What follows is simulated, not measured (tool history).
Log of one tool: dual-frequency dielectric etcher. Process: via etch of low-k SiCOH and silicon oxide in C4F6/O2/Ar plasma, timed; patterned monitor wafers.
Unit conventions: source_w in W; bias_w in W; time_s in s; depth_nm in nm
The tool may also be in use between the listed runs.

run 1 hour=0 | source_w=300 bias_w=212 time_s=93 | depth_nm=262.04
run 2 hour=1.6 | source_w=330 bias_w=228 time_s=93.5 | depth_nm=284.79
run 3 hour=6.3 | source_w=360 bias_w=232 time_s=93.5 | depth_nm=295.19
run 4 hour=10.5 | source_w=400 bias_w=232 time_s=93.5 | depth_nm=308.63
run 5 hour=19 | source_w=400 bias_w=232 time_s=97 | depth_nm=322.44
run 6 hour=28 | source_w=380 bias_w=232 time_s=97 | depth_nm=313.56

Run 7 has not been measured yet. What should we expect?
run 7 hour=32.6 | source_w=390 bias_w=235 time_s=97 | depth_nm=?

Run 7 measured depth_nm 319.73 nm.

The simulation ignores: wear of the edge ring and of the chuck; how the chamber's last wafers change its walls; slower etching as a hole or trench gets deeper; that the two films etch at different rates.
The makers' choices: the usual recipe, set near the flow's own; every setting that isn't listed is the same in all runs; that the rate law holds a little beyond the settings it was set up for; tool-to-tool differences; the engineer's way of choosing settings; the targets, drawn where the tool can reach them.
